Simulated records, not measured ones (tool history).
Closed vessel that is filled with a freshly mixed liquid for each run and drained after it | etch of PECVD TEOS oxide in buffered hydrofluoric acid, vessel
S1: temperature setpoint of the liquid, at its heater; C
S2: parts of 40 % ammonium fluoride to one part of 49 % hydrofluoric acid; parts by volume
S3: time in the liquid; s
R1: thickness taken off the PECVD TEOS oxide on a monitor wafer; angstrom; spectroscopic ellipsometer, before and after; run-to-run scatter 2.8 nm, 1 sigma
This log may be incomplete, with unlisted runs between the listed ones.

Run 1, hour 0: S1 24 C, S2 9.5 parts by volume, S3 90 s. Result: R1 1708.8 angstrom.
Run 2, hour 4.4: S1 24 C, S2 9.5 parts by volume, S3 95 s. Result: R1 1798.5 angstrom.
Run 3, hour 10.3: S1 25 C, S2 9.5 parts by volume, S3 95 s. Result: R1 1904.6 angstrom.
Run 4, hour 12.1: S1 23 C, S2 9.5 parts by volume, S3 95 s. Result: R1 1758.2 angstrom.
Run 5, hour 19.3: S1 24 C, S2 9.5 parts by volume, S3 95 s. Result: R1 1834.6 angstrom.
Run 6, hour 22.7: S1 25 C, S2 9.5 parts by volume, S3 95 s. Result: R1 1925.1 angstrom.
Run 7, hour 23.8: S1 29 C, S2 9 parts by volume, S3 95 s. Result: R1 2421.2 angstrom.

What will run 8 give?
Run 8, hour 32.4: S1 29.5 C, S2 9 parts by volume, S3 95 s. Result: R1 ?.

{"run 8": {"R1": 2474.9}}
